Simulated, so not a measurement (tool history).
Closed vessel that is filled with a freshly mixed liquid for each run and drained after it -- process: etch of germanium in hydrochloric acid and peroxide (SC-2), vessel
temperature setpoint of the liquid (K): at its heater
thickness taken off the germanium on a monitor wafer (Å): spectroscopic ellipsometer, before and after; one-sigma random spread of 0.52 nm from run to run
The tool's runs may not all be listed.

run	hour	temperature setpoint of the liquid (K)	parts of water to one part each of 37 % hydrochloric acid and 30 % peroxide (parts by volume)	time in the liquid (s)	thickness taken off the germanium on a monitor wafer (Å)
1	0.0	334.15	7.5	30	732.08
2	6.6	332.65	7.5	30	702.12
3	11.5	329.15	7.5	30	635.92
4	14.8	329.15	7.5	30	636.14
5	16.1	328.65	7.5	30	624.85
6	19.8	331.15	7.5	30	674.49
7	23.2	330.15	7.5	30	653.46
8	27.2	329.65	7.5	30	646.14
9	33.6	329.15	7.5	30	632.58
10	34.4	328.65	7.5	30	628.53

Expected results for the next run?
11	37.0	328.15	7.5	30	?

Run 11 gave thickness taken off the germanium on a monitor wafer (Å) 612.81.
